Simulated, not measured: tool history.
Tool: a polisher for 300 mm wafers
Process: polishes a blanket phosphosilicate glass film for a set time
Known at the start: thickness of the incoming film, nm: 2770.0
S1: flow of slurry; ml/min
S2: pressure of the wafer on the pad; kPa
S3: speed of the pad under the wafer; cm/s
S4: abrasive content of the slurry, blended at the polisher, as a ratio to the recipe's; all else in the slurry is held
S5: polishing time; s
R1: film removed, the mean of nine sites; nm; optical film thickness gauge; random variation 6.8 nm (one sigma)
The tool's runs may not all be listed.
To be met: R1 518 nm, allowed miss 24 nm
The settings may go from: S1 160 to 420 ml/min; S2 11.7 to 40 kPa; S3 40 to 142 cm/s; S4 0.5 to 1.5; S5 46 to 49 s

run	day	S1	S2	S3	S4	S5	R1
1	0	270	25.5	90	1	46	394.37
2	0.058	270	26.9	90	1	46	413.64
3	0.379	270	26.9	90	0.85	46	403.32
4	0.546	270	26.9	90	1	46	415.37
5	0.825	270	28.3	90	1	46	427.06
6	1.096	205	28.3	90	1	46	416.99
7	1.425	210	29.6	90	1	46	439.03
8	1.617	210	31	90	1	46	452.3
9	1.921	210	31.7	90	1	46	462.35
10	2.246	210	32.4	90	1	46	462.35
11	2.308	210	33.1	90	1	46	471.18
12	2.529	210	33.8	90	1	46	476.5
13	2.608	210	34.5	90	1	46	493.62

Which of these 5 next moves meets every target?
A	2.688	225	36.5	96	0.9	49	?
B	2.688	195	37.9	78	1.1	49	?
C	2.688	225	37.9	90	1.05	48	?
D	2.688	230	29.6	94	1	47	?
E	2.688	160	36.5	68	1.35	47	?

move	R1
A	574.17
B	524.3
C	574.16
D	476.04
E	456.97
A: takes the result that was furthest off past its target
B: meets every target
C: takes the result that was furthest off past its target
D: further off than the last run
E: further off than the last run
Move B is the one to make.

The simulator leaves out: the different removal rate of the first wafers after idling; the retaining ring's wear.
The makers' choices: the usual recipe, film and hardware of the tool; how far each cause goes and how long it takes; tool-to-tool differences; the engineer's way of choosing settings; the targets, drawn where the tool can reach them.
